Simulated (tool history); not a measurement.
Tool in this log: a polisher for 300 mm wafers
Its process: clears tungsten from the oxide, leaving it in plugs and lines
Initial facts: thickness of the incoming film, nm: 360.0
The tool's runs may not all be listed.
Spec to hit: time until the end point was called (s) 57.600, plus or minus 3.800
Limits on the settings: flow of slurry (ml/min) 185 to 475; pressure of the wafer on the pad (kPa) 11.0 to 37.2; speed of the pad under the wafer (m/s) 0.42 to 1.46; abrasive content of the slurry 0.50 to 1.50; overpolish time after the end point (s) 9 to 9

run	hour	flow of slurry (ml/min)	pressure of the wafer on the pad (kPa)	speed of the pad under the wafer (m/s)	abrasive content of the slurry	overpolish time after the end point (s)	time until the end point was called (s)
1	0.0	305	24.1	0.94	1.00	9	84.355
2	4.1	260	24.1	0.94	1.00	9	88.951
3	7.9	265	25.5	0.94	1.00	9	82.791
4	16.6	270	26.9	0.94	1.00	9	76.949
5	21.4	270	26.9	0.94	0.80	9	79.355
6	27.5	300	26.9	0.94	0.80	9	79.104
7	31.2	300	27.6	0.94	0.80	9	78.574
8	37.9	300	29.0	0.94	0.80	9	72.450

4 next moves are on the table. One of them brings every result within its allowed miss. Which?
A	44.6	325	33.1	1.04	0.75	9	?
B	44.6	285	37.2	1.04	0.85	9	?
C	44.6	310	31.7	0.92	0.85	9	?
D	44.6	285	31.0	0.96	0.80	9	?

move	time until the end point was called (s)
A	59.556
B	52.722
C	68.668
D	68.589
A: every result lands within tolerance
B: pushes the last run's worst result past its target
C: better than the last run, though not everything is in spec
D: better than the last run, though not everything is in spec
Answer: A
